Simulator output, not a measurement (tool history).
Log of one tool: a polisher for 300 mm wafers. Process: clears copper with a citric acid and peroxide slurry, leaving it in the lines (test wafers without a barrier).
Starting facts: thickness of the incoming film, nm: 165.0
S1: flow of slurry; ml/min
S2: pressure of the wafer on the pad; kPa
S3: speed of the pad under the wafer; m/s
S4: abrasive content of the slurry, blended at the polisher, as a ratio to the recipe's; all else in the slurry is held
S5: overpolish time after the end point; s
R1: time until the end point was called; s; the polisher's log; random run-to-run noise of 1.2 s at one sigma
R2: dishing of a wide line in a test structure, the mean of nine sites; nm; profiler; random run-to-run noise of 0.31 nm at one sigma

run    day   S1    S2    S3    S4  S5       R1      R2
  1  0.000  155  13.8  1.18  1.00  24   96.847  17.305
  2  0.217  155  13.8  1.18  1.00  15   97.472  13.665
  3  0.275  150  13.1  1.18  1.00  17  103.420  14.120
  4  0.608  145  12.4  1.18  1.00  19  108.870  14.317
  5  0.762  145  12.4  1.18  1.00  24  110.410  16.547
  6  0.838  145  12.4  1.18  0.85  24  113.340  16.720
  7  0.988  140  12.4  1.18  0.85  24  113.740  16.268
  8  1.217  135  12.4  1.18  0.85  24  110.650  16.014
  9  1.558  135  12.4  1.18  0.85  24  113.640  15.703
 10  1.650  130  12.4  1.18  0.85  25  114.750  15.956
 11  1.925  125  12.4  1.18  0.85  26  113.760  16.158

Estimate the outcome of run 12 from the log above:
 12  2.054  120  12.4  1.18  0.85  26   ?   ?

{"run 12": {"R1": 115.2, "R2": 16.762}}
